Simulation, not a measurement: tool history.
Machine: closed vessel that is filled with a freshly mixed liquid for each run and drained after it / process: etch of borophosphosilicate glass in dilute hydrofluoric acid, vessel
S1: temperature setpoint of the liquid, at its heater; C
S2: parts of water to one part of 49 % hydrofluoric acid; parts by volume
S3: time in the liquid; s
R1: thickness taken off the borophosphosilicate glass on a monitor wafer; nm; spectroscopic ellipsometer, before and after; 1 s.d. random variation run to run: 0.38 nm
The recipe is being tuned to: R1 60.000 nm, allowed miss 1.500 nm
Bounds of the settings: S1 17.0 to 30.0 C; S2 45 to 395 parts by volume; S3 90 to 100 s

run  hour    S1   S2  S3      R1
  1   0.0  22.0  220  90  20.000
  2   7.7  22.0  220  90  19.961
  3  15.1  24.5  170  90  29.804
  4  18.9  27.5  170  90  33.034
  5  26.0  27.5  220  90  24.707
  6  28.6  28.5  175  90  33.211
  7  29.3  29.0  145  90  42.431
  8  31.8  29.5  130  90  49.368
  9  32.7  29.5  120  90  54.365
 10  41.3  30.0  105  90  64.599
 11  47.1  29.5  105  90  63.383
 12  52.9  29.0  105  90  63.053

Exactly one of the 4 candidate moves below puts every result within its allowed miss. Which one?
  A  58.7  28.5  105  100   ?
  B  58.7  30.0  115  100   ?
  C  58.7  30.0  110  100   ?
  D  58.7  28.0  105   90   ?

move      R1
   A  68.278
   B  65.046
   C  68.476
   D  60.296
A: its largest miss is bigger than the last run's
B: its largest miss is bigger than the last run's
C: its largest miss is bigger than the last run's
D: each result inside its tolerance
Move D is the one to make.
